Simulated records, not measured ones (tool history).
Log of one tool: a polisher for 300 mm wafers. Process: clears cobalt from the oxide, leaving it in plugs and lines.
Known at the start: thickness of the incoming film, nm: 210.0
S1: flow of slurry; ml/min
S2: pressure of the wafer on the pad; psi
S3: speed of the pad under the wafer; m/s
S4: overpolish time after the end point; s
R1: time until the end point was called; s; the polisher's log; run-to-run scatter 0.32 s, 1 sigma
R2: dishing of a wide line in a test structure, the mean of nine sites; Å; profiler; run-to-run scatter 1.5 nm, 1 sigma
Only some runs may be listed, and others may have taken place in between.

run,hour,S1,S2,S3,S4,R1,R2
1,0,260,1.8,1.08,13,48.682,442.44
2,1.4,260,1.8,1.08,9,48.102,325.94
3,4.1,260,2,1.08,9,43.256,369.84
4,11.5,260,2.2,1.12,10,38.905,442.06
5,12.9,260,2.2,1.22,10,36.937,452.12
6,18.4,260,2.2,1.22,14,36.559,583.36
7,22.2,260,2.4,1.26,14,31.568,629.76
8,31.1,260,2.5,1.26,14,30.504,657.01

Run 9 comes next. What will it give?
9,33.3,260,2.6,1.28,14,?,?

{"run 9": {"R1": 29.111, "R2": 674.97}}

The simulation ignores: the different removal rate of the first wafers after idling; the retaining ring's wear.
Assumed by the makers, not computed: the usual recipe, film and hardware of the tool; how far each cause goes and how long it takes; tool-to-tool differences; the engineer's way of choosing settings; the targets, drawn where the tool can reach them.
